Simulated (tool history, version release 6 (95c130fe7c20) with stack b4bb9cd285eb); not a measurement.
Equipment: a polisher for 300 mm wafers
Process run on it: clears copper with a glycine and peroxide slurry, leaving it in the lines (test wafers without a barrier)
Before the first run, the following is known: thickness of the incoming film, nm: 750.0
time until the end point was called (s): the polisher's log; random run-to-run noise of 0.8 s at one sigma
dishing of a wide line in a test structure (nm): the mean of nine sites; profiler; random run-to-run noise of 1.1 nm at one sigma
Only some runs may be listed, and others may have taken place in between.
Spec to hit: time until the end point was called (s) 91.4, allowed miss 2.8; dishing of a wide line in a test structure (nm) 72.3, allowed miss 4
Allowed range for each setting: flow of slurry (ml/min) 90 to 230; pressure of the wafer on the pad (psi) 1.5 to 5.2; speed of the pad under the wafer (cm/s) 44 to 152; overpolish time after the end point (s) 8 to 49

| run | hour | flow of slurry (ml/min) | pressure of the wafer on the pad (psi) | speed of the pad under the wafer (cm/s) | overpolish time after the end point (s) | time until the end point was called (s) | dishing of a wide line in a test structure (nm) |
|---|---|---|---|---|---|---|---|
| 1 | 0 | 150 | 3.3 | 98 | 25 | 106.84 | 94.304 |
| 2 | 3.9 | 185 | 3.3 | 98 | 25 | 103.58 | 92.96 |
| 3 | 5.2 | 185 | 4.1 | 98 | 25 | 85.359 | 103.42 |
| 4 | 7.6 | 185 | 4.1 | 98 | 19 | 85.719 | 88.144 |
| 5 | 13.5 | 185 | 4.1 | 112 | 19 | 77.605 | 94.614 |
| 6 | 18.3 | 185 | 3.9 | 112 | 17 | 82.704 | 84.658 |
| 7 | 24.2 | 185 | 3.8 | 112 | 16 | 83.829 | 79.346 |
| 8 | 27.2 | 185 | 3.8 | 112 | 16 | 84.895 | 77.717 |
| 9 | 33.1 | 180 | 3.7 | 112 | 16 | 85.749 | 80.353 |
| 10 | 41.6 | 180 | 3.6 | 112 | 15 | 87.745 | 75.154 |

Exactly one of the 5 candidate moves below puts every result within its allowed miss. Which one?
| A | 50.1 | 170 | 3.5 | 98 | 21 | ? | ? |
| B | 50.1 | 160 | 3.5 | 110 | 15 | ? | ? |
| C | 50.1 | 150 | 4.7 | 90 | 13 | ? | ? |
| D | 50.1 | 165 | 3.4 | 108 | 20 | ? | ? |
| E | 50.1 | 185 | 3.8 | 108 | 14 | ? | ? |

| move | time until the end point was called (s) | dishing of a wide line in a test structure (nm) |
|---|---|---|
| A | 100.11 | 84.636 |
| B | 92.636 | 70.786 |
| C | 83.628 | 69.669 |
| D | 95.947 | 83.865 |
| E | 86.072 | 71.231 |
A: carries the result that was furthest off beyond its target, to the other side
B: each result inside its tolerance
C: lands further from the targets than the last run did
D: carries the result that was furthest off beyond its target, to the other side
E: lands further from the targets than the last run did
Correct choice: B, which meets every target
